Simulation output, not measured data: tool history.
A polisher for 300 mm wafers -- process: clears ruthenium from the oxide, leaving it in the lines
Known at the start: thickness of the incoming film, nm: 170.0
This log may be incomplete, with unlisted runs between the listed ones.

run  hour  flow of slurry (ml/min)  pressure of the wafer on the pad (psi)  speed of the pad under the wafer (cm/s)  overpolish time after the end point (s)  time until the end point was called (s)
  1     0                      180                                     2.4                                      104                                       51                                   139.14
  2   2.8                      225                                     2.4                                      104                                       51                                   136.32
  3   4.8                      225                                     2.4                                       80                                       51                                   173.32
  4   8.4                      225                                     2.4                                       56                                       51                                      240
  5   9.9                      225                                     2.8                                       56                                       51                                    208.3
  6    15                      180                                     2.8                                       56                                       51                                   211.93
  7  19.4                      180                                       3                                       66                                       51                                   170.17

What does the tool deliver on the next run?
       27  -- slurry nozzle cleaned
  8    27                      180                                     3.1                                       72                                       51                                        ?

time until the end point was called (s): 147.51
